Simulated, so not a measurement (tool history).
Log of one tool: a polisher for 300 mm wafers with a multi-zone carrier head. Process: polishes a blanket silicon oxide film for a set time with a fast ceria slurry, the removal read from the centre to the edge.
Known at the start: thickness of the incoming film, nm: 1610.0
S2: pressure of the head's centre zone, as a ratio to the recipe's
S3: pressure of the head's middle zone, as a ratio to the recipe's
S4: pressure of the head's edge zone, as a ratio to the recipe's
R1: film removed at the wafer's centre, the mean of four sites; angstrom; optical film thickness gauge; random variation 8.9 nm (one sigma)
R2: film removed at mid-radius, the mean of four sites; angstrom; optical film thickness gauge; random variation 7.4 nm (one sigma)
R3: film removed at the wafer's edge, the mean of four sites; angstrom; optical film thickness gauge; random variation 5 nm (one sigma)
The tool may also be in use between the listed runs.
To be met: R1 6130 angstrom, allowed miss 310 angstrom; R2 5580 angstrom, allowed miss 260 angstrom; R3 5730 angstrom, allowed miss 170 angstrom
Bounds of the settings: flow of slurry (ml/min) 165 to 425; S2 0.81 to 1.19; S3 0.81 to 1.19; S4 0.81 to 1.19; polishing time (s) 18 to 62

Run 1, hour 0: flow of slurry (ml/min) 275, S2 1, S3 1, S4 1, polishing time (s) 40. Result: R1 6677.6 angstrom, R2 6639.2 angstrom, R3 6439 angstrom.
Run 2, hour 4.4: flow of slurry (ml/min) 270, S2 1, S3 0.98, S4 0.98, polishing time (s) 39. Result: R1 6476.4 angstrom, R2 6371.2 angstrom, R3 6201.9 angstrom.
Run 3, hour 10.7: flow of slurry (ml/min) 270, S2 1, S3 1.05, S4 0.98, polishing time (s) 39. Result: R1 6367.6 angstrom, R2 6761.9 angstrom, R3 6189.1 angstrom.
Run 4, hour 13.5: flow of slurry (ml/min) 265, S2 1, S3 1.02, S4 0.97, polishing time (s) 39. Result: R1 6431.3 angstrom, R2 6513 angstrom, R3 6225.7 angstrom.
Run 5, hour 21.1: flow of slurry (ml/min) 260, S2 1, S3 1, S4 0.96, polishing time (s) 38. Result: R1 6220.6 angstrom, R2 6333.6 angstrom, R3 6024.8 angstrom.
Run 6, hour 23: flow of slurry (ml/min) 260, S2 0.92, S3 1, S4 0.96, polishing time (s) 38. Result: R1 5818.5 angstrom, R2 6289.5 angstrom, R3 5997.1 angstrom.
Run 7, hour 26.1: flow of slurry (ml/min) 260, S2 0.94, S3 0.98, S4 0.95, polishing time (s) 38. Result: R1 5937.8 angstrom, R2 6093.1 angstrom, R3 6040.4 angstrom.
Run 8, hour 26.7: flow of slurry (ml/min) 260, S2 0.96, S3 0.97, S4 0.94, polishing time (s) 38. Result: R1 6082.5 angstrom, R2 6195 angstrom, R3 5953 angstrom.

4 next moves are on the table. One of them brings every result within its allowed miss. Which?
Run A, hour 27.3: flow of slurry (ml/min) 240, S2 0.95, S3 0.93, S4 0.92, polishing time (s) 39. Result: R1 ?, R2 ?, R3 ?.
Run B, hour 27.3: flow of slurry (ml/min) 425, S2 0.96, S3 0.86, S4 0.84, polishing time (s) 37. Result: R1 ?, R2 ?, R3 ?.
Run C, hour 27.3: flow of slurry (ml/min) 260, S2 0.95, S3 0.94, S4 0.83, polishing time (s) 36. Result: R1 ?, R2 ?, R3 ?.
Run D, hour 27.3: flow of slurry (ml/min) 190, S2 0.98, S3 0.86, S4 0.96, polishing time (s) 40. Result: R1 ?, R2 ?, R3 ?.

move      R1      R2      R3
   A  6063.1  6067.1  6077.8
   B  6160.1  5716.1  5826.6
   C  5662.1  5709.9    5441
   D  6076.4  5624.6  6172.1
A: nearer than the last run, and not there yet
B: meets every target
C: brings the result that was furthest off to its target, and leaves another outside
D: brings the result that was furthest off to its target, and leaves another outside
Answer: B
